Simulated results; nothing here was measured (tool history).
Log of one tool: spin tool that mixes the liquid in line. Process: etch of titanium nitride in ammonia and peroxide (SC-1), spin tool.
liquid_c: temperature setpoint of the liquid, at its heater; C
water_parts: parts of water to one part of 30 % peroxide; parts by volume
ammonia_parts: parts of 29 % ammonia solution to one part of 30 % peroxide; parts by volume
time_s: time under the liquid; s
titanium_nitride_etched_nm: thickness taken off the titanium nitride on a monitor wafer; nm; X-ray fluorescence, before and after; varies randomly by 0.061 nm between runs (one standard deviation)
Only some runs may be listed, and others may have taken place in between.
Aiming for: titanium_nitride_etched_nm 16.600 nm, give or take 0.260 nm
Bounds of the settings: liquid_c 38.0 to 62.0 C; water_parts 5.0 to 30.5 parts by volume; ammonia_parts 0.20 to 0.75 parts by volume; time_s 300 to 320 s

Run 1, hour 0.0: liquid_c 46.0 C, water_parts 17.0 parts by volume, ammonia_parts 0.45 parts by volume, time_s 300 s. Result: titanium_nitride_etched_nm 18.043 nm.
Run 2, hour 6.0: liquid_c 46.0 C, water_parts 17.0 parts by volume, ammonia_parts 0.50 parts by volume, time_s 300 s. Result: titanium_nitride_etched_nm 18.428 nm.
Run 3, hour 9.0: liquid_c 45.5 C, water_parts 17.0 parts by volume, ammonia_parts 0.50 parts by volume, time_s 300 s. Result: titanium_nitride_etched_nm 17.901 nm.
Run 4, hour 16.6: liquid_c 45.0 C, water_parts 17.0 parts by volume, ammonia_parts 0.50 parts by volume, time_s 300 s. Result: titanium_nitride_etched_nm 17.203 nm.
Run 5, hour 22.9: liquid_c 45.0 C, water_parts 17.0 parts by volume, ammonia_parts 0.55 parts by volume, time_s 300 s. Result: titanium_nitride_etched_nm 17.461 nm.
Run 6, hour 24.4: liquid_c 45.0 C, water_parts 13.5 parts by volume, ammonia_parts 0.55 parts by volume, time_s 300 s. Result: titanium_nitride_etched_nm 19.730 nm.
Run 7, hour 28.8: liquid_c 44.5 C, water_parts 13.5 parts by volume, ammonia_parts 0.55 parts by volume, time_s 300 s. Result: titanium_nitride_etched_nm 19.117 nm.
Run 8, hour 35.7: liquid_c 44.0 C, water_parts 13.5 parts by volume, ammonia_parts 0.55 parts by volume, time_s 300 s. Result: titanium_nitride_etched_nm 18.410 nm.

Which single option among these 5 for the next run brings every result within its allowed miss of target? Just one does.
Run A, hour 42.6: liquid_c 44.0 C, water_parts 16.0 parts by volume, ammonia_parts 0.50 parts by volume, time_s 300 s. Result: titanium_nitride_etched_nm ?.
Run B, hour 42.6: liquid_c 42.5 C, water_parts 15.0 parts by volume, ammonia_parts 0.60 parts by volume, time_s 300 s. Result: titanium_nitride_etched_nm ?.
Run C, hour 42.6: liquid_c 43.0 C, water_parts 15.5 parts by volume, ammonia_parts 0.50 parts by volume, time_s 305 s. Result: titanium_nitride_etched_nm ?.
Run D, hour 42.6: liquid_c 45.0 C, water_parts 11.5 parts by volume, ammonia_parts 0.60 parts by volume, time_s 300 s. Result: titanium_nitride_etched_nm ?.
Run E, hour 42.6: liquid_c 45.0 C, water_parts 18.0 parts by volume, ammonia_parts 0.60 parts by volume, time_s 300 s. Result: titanium_nitride_etched_nm ?.

move  titanium_nitride_etched_nm
   A                      16.414
   B                      15.757
   C                      15.792
   D                      21.769
   E                      17.094
A: in spec on every target
B: takes the biggest miss from the last run beyond its target
C: takes the biggest miss from the last run beyond its target
D: moves away from the targets compared with the last run
E: nearer the targets than the last run, but a result is still out of spec
Correct choice: A, which meets every target
